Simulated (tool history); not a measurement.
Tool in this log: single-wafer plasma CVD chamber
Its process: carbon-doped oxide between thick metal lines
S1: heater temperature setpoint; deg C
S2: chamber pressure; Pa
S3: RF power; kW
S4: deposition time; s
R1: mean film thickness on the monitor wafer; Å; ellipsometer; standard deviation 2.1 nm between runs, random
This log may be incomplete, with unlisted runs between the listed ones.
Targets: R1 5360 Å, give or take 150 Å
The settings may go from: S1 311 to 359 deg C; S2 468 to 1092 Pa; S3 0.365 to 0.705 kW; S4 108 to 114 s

{"run": 1, "hour": 0.0, "S1": 335, "S2": 780, "S3": 0.535, "S4": 114, "R1": 6361.8}
{"run": 2, "hour": 6.9, "S1": 335, "S2": 780, "S3": 0.535, "S4": 114, "R1": 6354}
{"run": 3, "hour": 15.1, "S1": 335, "S2": 780, "S3": 0.58, "S4": 114, "R1": 6595.8}
{"run": 4, "hour": 23.6, "S1": 335, "S2": 780, "S3": 0.58, "S4": 108, "R1": 6249.4}
{"run": 5, "hour": 32.0, "S1": 343, "S2": 780, "S3": 0.58, "S4": 108, "R1": 6074.9}
{"run": 6, "hour": 36.1, "S1": 346, "S2": 756, "S3": 0.555, "S4": 108, "R1": 5961.6}
{"run": 7, "hour": 42.1, "S1": 349, "S2": 744, "S3": 0.52, "S4": 108, "R1": 5697.1}
{"run": 8, "hour": 43.6, "S1": 351, "S2": 735, "S3": 0.505, "S4": 108, "R1": 5607.6}

4 candidate next runs follow, results not yet known. Just one meets every target within its allowed miss. Identify it.
{"run": "A", "hour": 45.1, "S1": 351, "S2": 468, "S3": 0.455, "S4": 108, "R1": "?"}
{"run": "B", "hour": 45.1, "S1": 351, "S2": 760, "S3": 0.475, "S4": 108, "R1": "?"}
{"run": "C", "hour": 45.1, "S1": 358, "S2": 877, "S3": 0.385, "S4": 114, "R1": "?"}
{"run": "D", "hour": 45.1, "S1": 347, "S2": 487, "S3": 0.64, "S4": 109, "R1": "?"}

move=A R1=5024.3
move=B R1=5404.8
move=C R1=5073.9
move=D R1=6104.2
A: carries the result that was furthest off beyond its target, to the other side
B: all results land within tolerance of their targets
C: carries the result that was furthest off beyond its target, to the other side
D: its largest miss is bigger than the last run's
B meets every target.

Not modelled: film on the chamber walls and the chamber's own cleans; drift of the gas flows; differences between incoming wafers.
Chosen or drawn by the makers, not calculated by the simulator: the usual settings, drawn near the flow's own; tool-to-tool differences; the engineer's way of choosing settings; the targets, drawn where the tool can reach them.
